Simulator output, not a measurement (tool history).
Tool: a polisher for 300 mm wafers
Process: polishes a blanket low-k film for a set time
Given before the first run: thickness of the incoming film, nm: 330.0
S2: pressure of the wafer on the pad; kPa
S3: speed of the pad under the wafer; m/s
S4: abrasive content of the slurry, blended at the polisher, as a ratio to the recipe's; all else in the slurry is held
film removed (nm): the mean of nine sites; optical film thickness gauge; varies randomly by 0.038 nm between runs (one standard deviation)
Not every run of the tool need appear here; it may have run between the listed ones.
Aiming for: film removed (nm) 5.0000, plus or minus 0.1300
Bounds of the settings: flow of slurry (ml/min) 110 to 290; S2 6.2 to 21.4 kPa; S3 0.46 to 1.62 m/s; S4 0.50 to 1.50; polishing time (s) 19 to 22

{"run": 1, "day": 0.0, "flow of slurry (ml/min)": 185, "S2": 13.8, "S3": 1.04, "S4": 1.0, "polishing time (s)": 22, "film removed (nm)": 10.573}
{"run": 2, "day": 0.346, "flow of slurry (ml/min)": 185, "S2": 13.8, "S3": 0.88, "S4": 1.0, "polishing time (s)": 22, "film removed (nm)": 9.1389}
{"run": 3, "day": 0.608, "flow of slurry (ml/min)": 185, "S2": 13.8, "S3": 1.0, "S4": 1.0, "polishing time (s)": 22, "film removed (nm)": 10.197}
{"run": 4, "day": 0.938, "flow of slurry (ml/min)": 185, "S2": 13.8, "S3": 1.0, "S4": 1.1, "polishing time (s)": 22, "film removed (nm)": 10.519}
{"run": 5, "day": 1.079, "flow of slurry (ml/min)": 180, "S2": 11.7, "S3": 0.94, "S4": 1.1, "polishing time (s)": 22, "film removed (nm)": 8.5865}
{"run": 6, "day": 1.162, "flow of slurry (ml/min)": 180, "S2": 9.7, "S3": 0.94, "S4": 1.1, "polishing time (s)": 22, "film removed (nm)": 7.1146}
{"run": 7, "day": 1.279, "flow of slurry (ml/min)": 175, "S2": 8.3, "S3": 0.92, "S4": 1.1, "polishing time (s)": 22, "film removed (nm)": 5.8863}
{"run": 8, "day": 1.442, "flow of slurry (ml/min)": 160, "S2": 7.6, "S3": 0.92, "S4": 1.1, "polishing time (s)": 22, "film removed (nm)": 5.334}
{"run": 9, "day": 1.475, "flow of slurry (ml/min)": 160, "S2": 7.6, "S3": 0.92, "S4": 1.1, "polishing time (s)": 22, "film removed (nm)": 5.4413}
{"run": 10, "day": 1.7, "flow of slurry (ml/min)": 150, "S2": 7.6, "S3": 0.92, "S4": 1.1, "polishing time (s)": 22, "film removed (nm)": 5.3018}
{"run": 11, "day": 1.938, "flow of slurry (ml/min)": 145, "S2": 7.6, "S3": 0.92, "S4": 1.1, "polishing time (s)": 22, "film removed (nm)": 5.3526}
{"run": 12, "day": 2.242, "flow of slurry (ml/min)": 140, "S2": 7.6, "S3": 0.92, "S4": 1.1, "polishing time (s)": 22, "film removed (nm)": 5.2374}
{"run": 13, "day": 2.596, "flow of slurry (ml/min)": 135, "S2": 7.6, "S3": 0.92, "S4": 1.1, "polishing time (s)": 22, "film removed (nm)": 5.2572}
{"run": 14, "day": 2.962, "flow of slurry (ml/min)": 130, "S2": 7.6, "S3": 0.92, "S4": 1.1, "polishing time (s)": 22, "film removed (nm)": 5.1447}

Consider the 4 candidate settings below. Which is the only one whose results all fall within their allowed miss of target?
{"run": "A", "day": 3.329, "flow of slurry (ml/min)": 170, "S2": 7.6, "S3": 0.96, "S4": 1.15, "polishing time (s)": 19, "film removed (nm)": "?"}
{"run": "B", "day": 3.329, "flow of slurry (ml/min)": 170, "S2": 6.2, "S3": 1.18, "S4": 0.95, "polishing time (s)": 22, "film removed (nm)": "?"}
{"run": "C", "day": 3.329, "flow of slurry (ml/min)": 125, "S2": 8.3, "S3": 0.96, "S4": 1.1, "polishing time (s)": 20, "film removed (nm)": "?"}
{"run": "D", "day": 3.329, "flow of slurry (ml/min)": 110, "S2": 9.7, "S3": 0.82, "S4": 1.0, "polishing time (s)": 21, "film removed (nm)": "?"}

move=A film_removed_(nm)=4.9350
move=B film_removed_(nm)=5.2957
move=C film_removed_(nm)=5.2295
move=D film_removed_(nm)=5.2800
A: all results in spec
B: misses by more than the last run did
C: misses by more than the last run did
D: misses by more than the last run did
A is the move that brings every result within its allowed miss.
